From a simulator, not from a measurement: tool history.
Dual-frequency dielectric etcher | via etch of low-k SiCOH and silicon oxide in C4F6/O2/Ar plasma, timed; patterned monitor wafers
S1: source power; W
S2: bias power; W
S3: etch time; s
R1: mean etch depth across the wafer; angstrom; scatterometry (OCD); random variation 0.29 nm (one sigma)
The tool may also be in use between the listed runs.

{"run": 1, "hour": 0.0, "S1": 270, "S2": 191, "S3": 67, "R1": 1599}
{"run": 2, "hour": 7.2, "S1": 260, "S2": 190, "S3": 67, "R1": 1579.4}
{"run": 3, "hour": 10.0, "S1": 310, "S2": 190, "S3": 67, "R1": 1680.5}
{"run": 4, "hour": 14.8, "S1": 290, "S2": 188, "S3": 67, "R1": 1629.2}
{"run": 5, "hour": 18.9, "S1": 280, "S2": 187, "S3": 67, "R1": 1607.6}
{"run": 6, "hour": 23.9, "S1": 310, "S2": 187, "S3": 67, "R1": 1670.1}
{"run": 7, "hour": 25.1, "S1": 290, "S2": 186, "S3": 67, "R1": 1631.3}
{"run": 8, "hour": 33.6, "S1": 280, "S2": 185, "S3": 67, "R1": 1600.3}

The next listed run, before its measurement:
{"run": 9, "hour": 39.7, "S1": 270, "S2": 184, "S3": 67, "R1": "?"}

Run 9 gave R1 1582.7 angstrom.

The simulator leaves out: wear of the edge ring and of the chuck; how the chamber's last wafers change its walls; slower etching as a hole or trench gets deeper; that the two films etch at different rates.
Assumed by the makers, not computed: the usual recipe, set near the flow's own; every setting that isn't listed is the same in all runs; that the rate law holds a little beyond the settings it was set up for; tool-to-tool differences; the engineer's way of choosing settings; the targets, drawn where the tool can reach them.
